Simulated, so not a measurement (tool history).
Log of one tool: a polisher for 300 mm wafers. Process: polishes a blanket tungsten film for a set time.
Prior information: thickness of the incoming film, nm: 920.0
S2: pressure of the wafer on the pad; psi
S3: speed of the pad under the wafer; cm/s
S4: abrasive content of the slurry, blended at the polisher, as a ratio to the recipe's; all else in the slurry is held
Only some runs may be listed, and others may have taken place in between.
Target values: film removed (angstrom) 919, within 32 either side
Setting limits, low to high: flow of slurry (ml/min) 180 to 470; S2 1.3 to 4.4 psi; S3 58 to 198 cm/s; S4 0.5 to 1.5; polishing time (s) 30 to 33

run 1 hour=0 | flow_of_slurry_(ml/min)=300 S2=2.8 S3=128 S4=1 polishing_time_(s)=33 | film_removed_(angstrom)=1586.4
run 2 hour=2.1 | flow_of_slurry_(ml/min)=300 S2=2.5 S3=128 S4=1 polishing_time_(s)=33 | film_removed_(angstrom)=1443.9
run 3 hour=8.7 | flow_of_slurry_(ml/min)=300 S2=2.5 S3=128 S4=1.2 polishing_time_(s)=33 | film_removed_(angstrom)=1529.5
run 4 hour=13.4 | flow_of_slurry_(ml/min)=300 S2=2.2 S3=124 S4=1.2 polishing_time_(s)=33 | film_removed_(angstrom)=1291.6
run 5 hour=16.9 | flow_of_slurry_(ml/min)=300 S2=2.8 S3=124 S4=1.2 polishing_time_(s)=33 | film_removed_(angstrom)=1601.2
run 6 hour=23.1 | flow_of_slurry_(ml/min)=300 S2=2.5 S3=122 S4=1.2 polishing_time_(s)=33 | film_removed_(angstrom)=1441.1
run 7 hour=27.2 | flow_of_slurry_(ml/min)=300 S2=2.2 S3=122 S4=1.2 polishing_time_(s)=33 | film_removed_(angstrom)=1294.7
run 8 hour=33.2 | flow_of_slurry_(ml/min)=300 S2=1.4 S3=118 S4=1.2 polishing_time_(s)=33 | film_removed_(angstrom)=805.09
run 9 hour=41.2 | flow_of_slurry_(ml/min)=300 S2=1.5 S3=118 S4=1.2 polishing_time_(s)=33 | film_removed_(angstrom)=857.08

Next run, 4 choices. One meets every target within its allowed miss, the rest don't. Which?
run A hour=49.2 | flow_of_slurry_(ml/min)=265 S2=2.3 S3=96 S4=1 polishing_time_(s)=33 | film_removed_(angstrom)=?
run B hour=49.2 | flow_of_slurry_(ml/min)=295 S2=1.6 S3=124 S4=1.35 polishing_time_(s)=31 | film_removed_(angstrom)=?
run C hour=49.2 | flow_of_slurry_(ml/min)=315 S2=2.4 S3=86 S4=1.1 polishing_time_(s)=33 | film_removed_(angstrom)=?
run D hour=49.2 | flow_of_slurry_(ml/min)=320 S2=1.9 S3=118 S4=1.3 polishing_time_(s)=31 | film_removed_(angstrom)=?

move=A film_removed_(angstrom)=1011.1
move=B film_removed_(angstrom)=925.87
move=C film_removed_(angstrom)=980.9
move=D film_removed_(angstrom)=1035.8
A: carries the result that was furthest off beyond its target, to the other side
B: all results land within tolerance of their targets
C: carries the result that was furthest off beyond its target, to the other side
D: carries the result that was furthest off beyond its target, to the other side
Answer: B
